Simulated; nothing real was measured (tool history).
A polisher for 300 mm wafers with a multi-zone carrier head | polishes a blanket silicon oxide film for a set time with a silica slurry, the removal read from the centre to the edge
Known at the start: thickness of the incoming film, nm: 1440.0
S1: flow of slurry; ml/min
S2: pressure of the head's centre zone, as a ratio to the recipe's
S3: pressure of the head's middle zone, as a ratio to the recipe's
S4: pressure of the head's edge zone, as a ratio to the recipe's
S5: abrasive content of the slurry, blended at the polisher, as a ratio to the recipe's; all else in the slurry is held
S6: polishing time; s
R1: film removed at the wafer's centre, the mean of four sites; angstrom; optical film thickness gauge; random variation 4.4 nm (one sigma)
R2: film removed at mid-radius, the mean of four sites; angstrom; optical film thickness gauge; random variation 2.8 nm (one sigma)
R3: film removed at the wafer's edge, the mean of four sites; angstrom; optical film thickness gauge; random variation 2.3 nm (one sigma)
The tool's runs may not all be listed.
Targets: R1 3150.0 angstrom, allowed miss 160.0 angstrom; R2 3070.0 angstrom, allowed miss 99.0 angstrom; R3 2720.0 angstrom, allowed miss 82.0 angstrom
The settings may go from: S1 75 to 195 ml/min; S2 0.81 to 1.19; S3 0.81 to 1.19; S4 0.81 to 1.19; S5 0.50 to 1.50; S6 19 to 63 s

run	hour	S1	S2	S3	S4	S5	S6	R1	R2	R3
1	0.0	125	1.00	1.00	1.00	1.00	41	1635.8	1626.8	1663.1
2	3.2	140	1.03	1.04	1.02	1.10	43	1871.5	1903.3	1863.1
3	4.1	140	1.03	1.08	1.02	1.10	43	1846.7	1966.6	1854.0
4	11.0	150	1.06	1.09	1.03	1.20	45	2080.4	2174.7	2046.6
5	14.9	150	1.12	1.09	1.03	1.20	45	2178.2	2189.1	2058.2
6	15.7	160	1.14	1.10	1.02	1.25	46	2388.0	2310.3	2103.0
7	16.8	165	1.15	1.11	1.03	1.30	47	2484.3	2410.8	2205.7
8	22.0	170	1.16	1.12	1.04	1.35	48	2668.0	2565.2	2329.1
9	24.3	175	1.17	1.13	1.05	1.40	49	2780.3	2645.1	2406.8
10	26.6	175	1.17	1.14	1.05	1.40	50	2824.9	2775.9	2469.9
11	29.8	175	1.17	1.14	1.06	1.40	51	2883.0	2777.4	2492.3
12	30.4	175	1.17	1.14	1.06	1.40	52	2873.4	2854.6	2598.2

Which of these 5 next moves meets every target?
A	31.0	195	1.19	1.18	0.96	1.50	52	?	?	?
B	31.0	190	1.17	1.15	1.04	1.45	54	?	?	?
C	31.0	165	1.17	1.19	0.99	1.35	58	?	?	?
D	31.0	100	1.04	1.16	1.07	1.20	62	?	?	?
E	31.0	155	1.02	1.19	1.14	1.25	61	?	?	?

move	R1	R2	R3
A	3090.9	3061.2	2529.5
B	3108.6	3059.3	2690.6
C	3170.2	3221.4	2700.2
D	2570.6	2883.1	2650.8
E	2826.6	3253.3	2932.8
A: brings the result that was furthest off to its target, and leaves another outside
B: meets every target
C: takes the result that was furthest off past its target
D: further off than the last run
E: takes the result that was furthest off past its target
The right move is B.
